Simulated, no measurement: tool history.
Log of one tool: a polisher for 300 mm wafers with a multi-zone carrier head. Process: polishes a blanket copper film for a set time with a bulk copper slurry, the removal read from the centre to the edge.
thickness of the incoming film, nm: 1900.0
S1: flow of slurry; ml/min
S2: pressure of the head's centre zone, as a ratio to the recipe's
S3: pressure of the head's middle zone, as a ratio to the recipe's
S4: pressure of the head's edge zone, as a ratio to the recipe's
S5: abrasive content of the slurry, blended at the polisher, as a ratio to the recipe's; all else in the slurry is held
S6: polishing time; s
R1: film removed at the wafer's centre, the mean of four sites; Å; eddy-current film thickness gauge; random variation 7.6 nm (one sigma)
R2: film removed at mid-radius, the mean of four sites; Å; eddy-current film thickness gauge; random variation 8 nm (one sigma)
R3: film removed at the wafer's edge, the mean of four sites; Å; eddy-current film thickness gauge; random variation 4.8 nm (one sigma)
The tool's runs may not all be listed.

run  hour   S1    S2    S3    S4    S5  S6      R1      R2      R3
  1     0  190     1     1     1     1  42  4004.9  4201.3  4157.9
  2   8.2  190     1     1     1     1  48  4581.5  4745.4    4724
  3  14.6  190     1     1     1   0.8  48  4172.5  4397.8  4347.4
  4  22.2  195  1.01  1.01  1.01  0.85  48    4352  4555.4  4546.3
  5  26.3  200  1.03  1.03  1.02   0.9  48  4593.1  4613.5  4630.8
  6  29.5  200  1.03  1.04  1.02  0.95  48    4662  4838.2  4746.6
  7  35.3  205  1.04  1.05  1.03     1  48  4667.6  4939.4  4826.2
  8  38.5  205  1.05  1.05  1.03  1.05  48  4862.4  4985.4  4861.3
  9  43.3  235  1.08  1.12  1.13   1.3  52  5913.2  6294.4  5966.9

Forecast run 10:
 10  49.2  235  1.09  1.12  1.13  1.3  52   ?   ?   ?

Run 10 gave R1 5863.6 Å, R2 6213.2 Å, R3 6004.9 Å.

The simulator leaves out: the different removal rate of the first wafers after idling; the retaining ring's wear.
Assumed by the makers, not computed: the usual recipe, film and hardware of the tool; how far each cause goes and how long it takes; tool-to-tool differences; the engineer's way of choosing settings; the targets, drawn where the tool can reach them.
